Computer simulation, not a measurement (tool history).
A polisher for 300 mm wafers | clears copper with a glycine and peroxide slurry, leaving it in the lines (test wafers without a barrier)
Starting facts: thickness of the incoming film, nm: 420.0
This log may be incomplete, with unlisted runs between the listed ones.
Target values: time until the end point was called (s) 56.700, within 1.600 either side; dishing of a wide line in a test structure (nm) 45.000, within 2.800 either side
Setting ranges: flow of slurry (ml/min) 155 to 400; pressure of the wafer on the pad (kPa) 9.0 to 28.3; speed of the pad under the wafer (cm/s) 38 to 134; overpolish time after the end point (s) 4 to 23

run,day,flow of slurry (ml/min),pressure of the wafer on the pad (kPa),speed of the pad under the wafer (cm/s),overpolish time after the end point (s),time until the end point was called (s),dishing of a wide line in a test structure (nm)
1,0.000,255,18.6,86,12,79.332,36.772
2,0.250,255,18.6,104,12,68.925,41.052
3,0.421,255,22.1,104,12,61.000,45.362
4,0.583,280,22.1,104,12,61.019,44.108
5,0.862,280,22.1,104,17,60.474,60.254
6,1.025,280,22.1,104,16,60.627,55.654
7,1.179,280,22.1,104,15,60.163,54.974
8,1.375,280,22.1,104,15,61.476,54.429
9,1.688,280,22.8,104,14,58.702,51.633

Below are 5 possible settings for the next run. Only one of them brings all results inside the allowed miss of their targets. Which is it?
A,2.000,400,26.2,92,19,?,?
B,2.000,275,21.4,106,13,?,?
C,2.000,290,23.4,106,11,?,?
D,2.000,315,24.1,94,13,?,?
E,2.000,290,22.1,104,12,?,?

move,time until the end point was called (s),dishing of a wide line in a test structure (nm)
A,56.999,66.129
B,60.258,48.196
C,56.075,45.129
D,60.426,48.594
E,59.606,45.891
A: further off than the last run
B: moves toward the targets from the last run without getting all of them in spec
C: in spec on every target
D: as far off as the last run
E: puts the biggest miss on target and leaves a different result outside tolerance
Correct choice: C, which meets every target
